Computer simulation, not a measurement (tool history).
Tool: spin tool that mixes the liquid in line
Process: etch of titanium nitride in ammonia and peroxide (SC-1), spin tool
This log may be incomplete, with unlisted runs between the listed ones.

run	hour	temperature setpoint of the liquid (K)	parts of water to one part of 30 % peroxide (parts by volume)	parts of 29 % ammonia solution to one part of 30 % peroxide (parts by volume)	time under the liquid (s)	thickness taken off the titanium nitride on a monitor wafer (Å)
1	0.0	322.15	13.0	0.6	315	223.51
2	3.2	323.65	13.0	0.6	315	247.99
3	7.2	326.65	13.0	0.6	315	304.49
4	13.9	327.65	13.0	0.6	315	326.89
# hour 18.9: heated supply line repaired
5	18.9	327.65	17.5	0.6	315	321.11
6	19.6	328.15	17.5	0.6	315	333.06
7	28.3	328.65	17.5	0.6	315	347.25

The next listed run, before its measurement:
8	32.2	331.65	17.5	0.6	315	?

Run 8 measured thickness taken off the titanium nitride on a monitor wafer (Å) 420.40.
